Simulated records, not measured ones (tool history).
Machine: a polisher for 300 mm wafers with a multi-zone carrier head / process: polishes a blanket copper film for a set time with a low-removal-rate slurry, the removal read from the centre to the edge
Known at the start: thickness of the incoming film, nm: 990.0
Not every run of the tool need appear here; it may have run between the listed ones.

| run | day | flow of slurry (ml/min) | pressure of the head's centre zone | pressure of the head's middle zone | pressure of the head's edge zone | abrasive content of the slurry | polishing time (s) | film removed at the wafer's centre (angstrom) | film removed at mid-radius (angstrom) | film removed at the wafer's edge (angstrom) |
|---|---|---|---|---|---|---|---|---|---|---|
| 1 | 0 | 235 | 1 | 1 | 1 | 1 | 50 | 1516.2 | 1501.6 | 1476.1 |
| 2 | 0.329 | 225 | 0.96 | 0.99 | 0.99 | 0.9 | 48 | 1353.5 | 1370.9 | 1402.7 |
| 3 | 0.379 | 225 | 0.96 | 0.99 | 0.99 | 1.05 | 48 | 1364 | 1420.6 | 1427.3 |
| 4 | 0.654 | 225 | 0.96 | 0.99 | 0.99 | 1.05 | 40 | 1146.1 | 1155.1 | 1185 |
| 5 | 0.779 | 225 | 0.96 | 0.99 | 0.99 | 1.1 | 40 | 1159.8 | 1192.7 | 1204.3 |
| 6 | 0.862 | 220 | 0.94 | 0.99 | 0.97 | 1 | 39 | 1090.5 | 1141 | 1146.1 |
| 7 | 1.067 | 220 | 0.94 | 0.99 | 0.97 | 1 | 39 | 1083.2 | 1142.7 | 1136.5 |

What will run 8 give?
| 8 | 1.179 | 215 | 0.92 | 0.97 | 0.95 | 0.95 | 39 | ? | ? | ? |

film removed at the wafer's centre (angstrom): 1030.7
film removed at mid-radius (angstrom): 1091.9
film removed at the wafer's edge (angstrom): 1110.4
